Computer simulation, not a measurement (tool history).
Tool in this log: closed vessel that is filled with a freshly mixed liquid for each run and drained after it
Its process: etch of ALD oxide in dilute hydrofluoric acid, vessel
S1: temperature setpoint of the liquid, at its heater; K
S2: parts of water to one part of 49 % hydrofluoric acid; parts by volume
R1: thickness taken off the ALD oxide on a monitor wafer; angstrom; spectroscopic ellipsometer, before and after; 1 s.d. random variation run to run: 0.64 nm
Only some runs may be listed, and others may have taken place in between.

{"run": 1, "hour": 0.0, "S1": 295.15, "S2": 195, "time in the liquid (s)": 650, "R1": 637.15}
{"run": 2, "hour": 3.4, "S1": 295.15, "S2": 225, "time in the liquid (s)": 650, "R1": 529.54}
{"run": 3, "hour": 10.2, "S1": 297.15, "S2": 225, "time in the liquid (s)": 650, "R1": 571.19}
{"run": 4, "hour": 15.8, "S1": 300.15, "S2": 225, "time in the liquid (s)": 650, "R1": 632.21}
{"run": 5, "hour": 23.6, "S1": 301.65, "S2": 225, "time in the liquid (s)": 650, "R1": 671.2}
{"run": 6, "hour": 29.9, "S1": 301.65, "S2": 225, "time in the liquid (s)": 650, "R1": 684.17}
{"run": 7, "hour": 31.2, "S1": 301.65, "S2": 225, "time in the liquid (s)": 650, "R1": 673.96}
{"run": 8, "hour": 37.1, "S1": 302.15, "S2": 220, "time in the liquid (s)": 650, "R1": 703.87}

What will run 9 give?
{"run": 9, "hour": 43.7, "S1": 302.65, "S2": 215, "time in the liquid (s)": 650, "R1": "?"}

{"run 9": {"R1": 729.18}}
